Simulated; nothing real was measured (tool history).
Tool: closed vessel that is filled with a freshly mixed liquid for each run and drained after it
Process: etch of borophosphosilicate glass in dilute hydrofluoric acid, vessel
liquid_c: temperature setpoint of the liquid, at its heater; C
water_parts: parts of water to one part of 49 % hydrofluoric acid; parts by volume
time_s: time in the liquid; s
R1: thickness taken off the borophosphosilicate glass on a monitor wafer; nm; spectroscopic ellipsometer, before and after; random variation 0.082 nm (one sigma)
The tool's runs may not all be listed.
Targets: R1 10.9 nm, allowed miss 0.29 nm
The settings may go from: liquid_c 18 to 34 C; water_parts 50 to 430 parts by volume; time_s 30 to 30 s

{"run": 1, "hour": 0.0, "liquid_c": 26, "water_parts": 240, "time_s": 30, "R1": 6.8699}
{"run": 2, "hour": 8.9, "liquid_c": 26, "water_parts": 240, "time_s": 30, "R1": 6.7666}
{"run": 3, "hour": 14.6, "liquid_c": 26, "water_parts": 285, "time_s": 30, "R1": 5.5343}
{"run": 4, "hour": 18.6, "liquid_c": 28, "water_parts": 285, "time_s": 30, "R1": 5.9445}
{"run": 5, "hour": 21.4, "liquid_c": 28.5, "water_parts": 275, "time_s": 30, "R1": 6.3725}
{"run": 6, "hour": 30.0, "liquid_c": 31, "water_parts": 275, "time_s": 30, "R1": 6.8314}
{"run": 7, "hour": 36.2, "liquid_c": 31.5, "water_parts": 265, "time_s": 30, "R1": 7.3998}
{"run": 8, "hour": 42.4, "liquid_c": 32, "water_parts": 255, "time_s": 30, "R1": 7.8488}
{"run": 9, "hour": 48.9, "liquid_c": 32, "water_parts": 250, "time_s": 30, "R1": 7.9446}
{"run": 10, "hour": 56.8, "liquid_c": 34, "water_parts": 190, "time_s": 30, "R1": 12.225}
{"run": 11, "hour": 60.9, "liquid_c": 33.5, "water_parts": 190, "time_s": 30, "R1": 12.071}
{"run": 12, "hour": 65.2, "liquid_c": 33, "water_parts": 190, "time_s": 30, "R1": 11.736}
{"run": 13, "hour": 69.4, "liquid_c": 32, "water_parts": 190, "time_s": 30, "R1": 11.363}

Which of these 4 next moves meets every target?
{"run": "A", "hour": 73.6, "liquid_c": 34, "water_parts": 185, "time_s": 30, "R1": "?"}
{"run": "B", "hour": 73.6, "liquid_c": 27, "water_parts": 160, "time_s": 30, "R1": "?"}
{"run": "C", "hour": 73.6, "liquid_c": 29.5, "water_parts": 190, "time_s": 30, "R1": "?"}
{"run": "D", "hour": 73.6, "liquid_c": 34, "water_parts": 205, "time_s": 30, "R1": "?"}

move=A R1=12.638
move=B R1=11.801
move=C R1=10.481
move=D R1=11.103
A: further off than the last run
B: further off than the last run
C: takes the result that was furthest off past its target
D: meets every target
Move D is the one to make.

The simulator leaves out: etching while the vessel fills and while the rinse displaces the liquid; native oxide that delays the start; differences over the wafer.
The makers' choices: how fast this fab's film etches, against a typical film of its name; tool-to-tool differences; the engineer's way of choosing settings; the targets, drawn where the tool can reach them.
